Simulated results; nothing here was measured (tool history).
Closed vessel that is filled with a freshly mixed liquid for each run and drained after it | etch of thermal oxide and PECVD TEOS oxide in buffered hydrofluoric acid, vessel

run  hour  temperature setpoint of the liquid (K)  parts of 40 % ammonium fluoride to one part of 49 % hydrofluoric acid (parts by volume)  time in the liquid (s)  thickness taken off the thermal oxide on a monitor wafer (Å)  thickness taken off the PECVD TEOS oxide on a monitor wafer (Å)
  1   0.0                                  296.15                                                                                     16.5                      60                                                        377.01                                                          1351.90
  2   8.7                                  296.15                                                                                     20.0                      60                                                        312.70                                                          1100.00
  3  11.8                                  296.15                                                                                     20.0                      45                                                        234.37                                                           830.57
  4  14.7                                  296.15                                                                                     20.0                      60                                                        314.40                                                          1115.70
  5  16.2                                  299.15                                                                                     20.0                      60                                                        372.04                                                          1292.20
  6  20.6                                  299.15                                                                                     21.5                      60                                                        349.72                                                          1243.10
  7  28.9                                  299.65                                                                                     21.5                      60                                                        365.14                                                          1275.80
  8  35.4                                  300.15                                                                                     21.5                      60                                                        370.79                                                          1302.30

The next listed run, before its measurement:
  9  42.2                                  300.65                                                                                     21.5                      60                                                             ?                                                                ?

thickness taken off the thermal oxide on a monitor wafer (Å): 377.05
thickness taken off the PECVD TEOS oxide on a monitor wafer (Å): 1349.10

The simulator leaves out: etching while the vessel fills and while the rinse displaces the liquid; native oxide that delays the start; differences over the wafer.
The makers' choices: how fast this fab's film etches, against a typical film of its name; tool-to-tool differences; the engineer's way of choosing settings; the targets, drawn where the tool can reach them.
